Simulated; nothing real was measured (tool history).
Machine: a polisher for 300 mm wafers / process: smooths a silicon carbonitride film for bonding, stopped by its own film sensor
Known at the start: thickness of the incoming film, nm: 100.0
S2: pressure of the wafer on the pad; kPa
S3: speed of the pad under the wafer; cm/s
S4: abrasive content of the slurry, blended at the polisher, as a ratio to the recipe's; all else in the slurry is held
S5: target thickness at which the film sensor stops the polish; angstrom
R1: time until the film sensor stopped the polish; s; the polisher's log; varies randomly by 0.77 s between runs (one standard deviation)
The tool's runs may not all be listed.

Run 1, day 0.000: flow of slurry (ml/min) 280, S2 9.7 kPa, S3 70 cm/s, S4 1.00, S5 850 angstrom. Result: R1 129.470 s.
Run 2, day 0.225: flow of slurry (ml/min) 280, S2 9.7 kPa, S3 70 cm/s, S4 0.80, S5 850 angstrom. Result: R1 151.270 s.
Run 3, day 0.558: flow of slurry (ml/min) 280, S2 9.7 kPa, S3 70 cm/s, S4 0.65, S5 850 angstrom. Result: R1 178.540 s.
Run 4, day 0.888: flow of slurry (ml/min) 280, S2 9.7 kPa, S3 70 cm/s, S4 0.65, S5 860 angstrom. Result: R1 171.980 s.
Run 5, day 0.979: flow of slurry (ml/min) 280, S2 11.0 kPa, S3 78 cm/s, S4 0.65, S5 860 angstrom. Result: R1 137.340 s.
Run 6, day 1.342: flow of slurry (ml/min) 280, S2 10.3 kPa, S3 78 cm/s, S4 0.65, S5 860 angstrom. Result: R1 145.870 s.
Run 7, day 1.379: flow of slurry (ml/min) 280, S2 11.7 kPa, S3 86 cm/s, S4 0.65, S5 860 angstrom. Result: R1 122.780 s.
Run 8, day 1.567: flow of slurry (ml/min) 280, S2 12.4 kPa, S3 92 cm/s, S4 0.70, S5 860 angstrom. Result: R1 102.560 s.

Run 9 comes next. What will it give?
Run 9, day 1.596: flow of slurry (ml/min) 280, S2 13.1 kPa, S3 96 cm/s, S4 0.75, S5 860 angstrom. Result: R1 ?.

{"run 9": {"R1": 87.127}}
